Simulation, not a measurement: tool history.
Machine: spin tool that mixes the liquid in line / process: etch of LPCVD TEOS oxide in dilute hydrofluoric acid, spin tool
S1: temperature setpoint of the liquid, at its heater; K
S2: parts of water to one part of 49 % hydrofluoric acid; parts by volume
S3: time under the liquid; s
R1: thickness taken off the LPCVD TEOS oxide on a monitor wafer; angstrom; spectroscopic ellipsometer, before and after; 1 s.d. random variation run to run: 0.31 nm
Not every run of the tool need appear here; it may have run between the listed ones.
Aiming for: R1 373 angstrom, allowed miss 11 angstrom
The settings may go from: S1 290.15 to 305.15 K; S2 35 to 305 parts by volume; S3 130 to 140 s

run,hour,S1,S2,S3,R1
1,0,297.15,170,130,296.25
2,3.2,297.15,170,140,321.35
3,11.2,298.15,170,140,334.28
4,14.5,298.65,170,140,338.28
# hour 21.2: hydrofluoric acid flow meter replaced
5,21.2,302.15,170,140,337.21
6,28,302.15,170,140,341.68
7,34.7,302.15,170,140,339.88
8,39.8,302.15,165,140,350.54

Below are 4 possible settings for the next run. Only one of them brings all results inside the allowed miss of their targets. Which is it?
A,44.9,302.65,150,140,?
B,44.9,299.15,145,140,?
C,44.9,304.65,155,135,?
D,44.9,299.15,135,140,?

move,R1
A,400.88
B,366.79
C,399.13
D,398.77
A: carries the result that was furthest off beyond its target, to the other side
B: all results land within tolerance of their targets
C: carries the result that was furthest off beyond its target, to the other side
D: carries the result that was furthest off beyond its target, to the other side
B meets every target.

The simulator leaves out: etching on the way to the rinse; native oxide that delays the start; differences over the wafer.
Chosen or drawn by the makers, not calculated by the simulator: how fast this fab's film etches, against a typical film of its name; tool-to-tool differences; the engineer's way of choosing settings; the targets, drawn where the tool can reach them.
